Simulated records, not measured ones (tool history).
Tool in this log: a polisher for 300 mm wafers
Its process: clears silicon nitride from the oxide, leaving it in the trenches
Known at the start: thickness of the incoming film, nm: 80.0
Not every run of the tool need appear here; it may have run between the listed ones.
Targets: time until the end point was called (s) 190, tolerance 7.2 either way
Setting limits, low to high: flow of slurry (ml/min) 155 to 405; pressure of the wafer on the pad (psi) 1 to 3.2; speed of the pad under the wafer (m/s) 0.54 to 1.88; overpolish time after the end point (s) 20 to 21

run	hour	flow of slurry (ml/min)	pressure of the wafer on the pad (psi)	speed of the pad under the wafer (m/s)	overpolish time after the end point (s)	time until the end point was called (s)
1	0	260	2.1	1.2	20	106.8
2	5.1	260	2.1	0.9	20	143.79
3	9.2	260	2	0.9	20	146.81
4	10.7	260	2	1.18	20	114.35
5	17.3	260	2	1.06	20	128.27
6	24	260	2	1.22	20	111.34
7	32.1	260	1.8	1.2	20	126.18
8	37.2	260	1.8	1.2	20	124.44
9	38.4	260	1.7	1.2	20	132.41
10	39.2	260	1.6	1.2	20	142.45
11	43.8	260	1.5	1.2	20	151.65
12	51.4	260	1.4	1.2	20	158.93

Consider the 5 candidate settings below. Which is the only one whose results all fall within their allowed miss of target?
A	59	210	1.5	1.36	20	?
B	59	260	1.4	1.28	20	?
C	59	235	1.5	1.08	21	?
D	59	215	1.6	1.04	20	?
E	59	265	1.3	1.08	20	?

move	time until the end point was called (s)
A	137.66
B	151.73
C	169.21
D	166.85
E	191.28
A: lands further from the targets than the last run did
B: lands further from the targets than the last run did
C: moves toward the targets from the last run without getting all of them in spec
D: moves toward the targets from the last run without getting all of them in spec
E: hits every target within its allowed miss
Correct choice: E, which meets every target

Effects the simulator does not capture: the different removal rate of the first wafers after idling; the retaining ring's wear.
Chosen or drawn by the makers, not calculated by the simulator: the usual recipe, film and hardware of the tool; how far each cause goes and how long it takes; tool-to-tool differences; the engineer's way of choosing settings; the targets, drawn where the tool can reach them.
